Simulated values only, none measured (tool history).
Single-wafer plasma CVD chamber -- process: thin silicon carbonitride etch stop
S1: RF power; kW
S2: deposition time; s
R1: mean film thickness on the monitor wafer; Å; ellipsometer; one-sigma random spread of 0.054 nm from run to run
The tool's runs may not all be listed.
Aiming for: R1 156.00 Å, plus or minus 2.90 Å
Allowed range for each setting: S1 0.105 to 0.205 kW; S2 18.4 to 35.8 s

| run | hour | S1 | S2 | R1 |
|---|---|---|---|---|
| 1 | 0.0 | 0.155 | 27.1 | 127.49 |
| 2 | 1.4 | 0.140 | 27.1 | 124.23 |
| 3 | 6.6 | 0.140 | 29.3 | 134.61 |
| 4 | 12.0 | 0.160 | 29.3 | 139.26 |
| 5 | 14.8 | 0.160 | 30.8 | 146.51 |
| 6 | 16.6 | 0.160 | 28.1 | 132.98 |
| 7 | 18.2 | 0.165 | 28.5 | 137.40 |
| 8 | 24.5 | 0.170 | 28.7 | 137.99 |
| 9 | 29.7 | 0.170 | 29.0 | 140.31 |
| 10 | 37.4 | 0.175 | 29.2 | 141.78 |
| 11 | 42.9 | 0.175 | 29.4 | 143.27 |
| 12 | 48.9 | 0.175 | 29.6 | 144.37 |
| 13 | 50.8 | 0.175 | 29.8 | 145.31 |
| 14 | 58.3 | 0.175 | 29.9 | 145.84 |
| 15 | 65.3 | 0.175 | 30.0 | 147.38 |
| 16 | 71.4 | 0.175 | 30.1 | 147.22 |

Pick the move, out of 4, that brings all results within their allowed miss; only one does.
| A | 77.5 | 0.180 | 27.9 | ? |
| B | 77.5 | 0.180 | 30.3 | ? |
| C | 77.5 | 0.190 | 31.4 | ? |
| D | 77.5 | 0.185 | 28.8 | ? |

| move | R1 |
|---|---|
| A | 136.98 |
| B | 148.76 |
| C | 156.44 |
| D | 142.45 |
A: further off than the last run
B: an improvement on the last run, though not all results are within tolerance
C: every result within its allowed miss
D: further off than the last run
C is the move that brings every result within its allowed miss.
